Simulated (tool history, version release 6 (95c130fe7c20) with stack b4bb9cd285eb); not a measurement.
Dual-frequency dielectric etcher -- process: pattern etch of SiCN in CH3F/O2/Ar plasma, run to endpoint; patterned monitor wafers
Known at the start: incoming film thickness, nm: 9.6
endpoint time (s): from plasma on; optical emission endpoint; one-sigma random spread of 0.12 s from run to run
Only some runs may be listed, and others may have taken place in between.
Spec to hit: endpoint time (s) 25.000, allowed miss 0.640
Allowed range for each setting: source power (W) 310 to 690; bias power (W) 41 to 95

Run 1, day 0.000: source power (W) 500, bias power (W) 68. Result: endpoint time (s) 22.394.
Run 2, day 0.367: source power (W) 490, bias power (W) 67. Result: endpoint time (s) 22.291.
Run 3, day 0.475: source power (W) 480, bias power (W) 66. Result: endpoint time (s) 22.646.
Run 4, day 0.717: source power (W) 470, bias power (W) 65. Result: endpoint time (s) 22.919.
Run 5, day 0.788: source power (W) 540, bias power (W) 65. Result: endpoint time (s) 21.928.
Run 6, day 0.946: source power (W) 540, bias power (W) 61. Result: endpoint time (s) 22.602.
Run 7, day 1.279: source power (W) 530, bias power (W) 60. Result: endpoint time (s) 22.684.
Run 8, day 1.417: source power (W) 520, bias power (W) 59. Result: endpoint time (s) 22.684.
Run 9, day 1.488: source power (W) 510, bias power (W) 58. Result: endpoint time (s) 23.148.

Next run, 5 choices. One meets every target within its allowed miss, the rest don't. Which?
Run A, day 1.558: source power (W) 400, bias power (W) 59. Result: endpoint time (s) ?.
Run B, day 1.558: source power (W) 610, bias power (W) 64. Result: endpoint time (s) ?.
Run C, day 1.558: source power (W) 480, bias power (W) 76. Result: endpoint time (s) ?.
Run D, day 1.558: source power (W) 530, bias power (W) 64. Result: endpoint time (s) ?.
Run E, day 1.558: source power (W) 650, bias power (W) 71. Result: endpoint time (s) ?.

move  endpoint time (s)
   A             25.066
   B             21.350
   C             21.977
   D             22.374
   E             20.291
A: in spec on every target
B: the biggest miss grows against the last run
C: the biggest miss grows against the last run
D: the biggest miss grows against the last run
E: the biggest miss grows against the last run
A is the move that brings every result within its allowed miss.
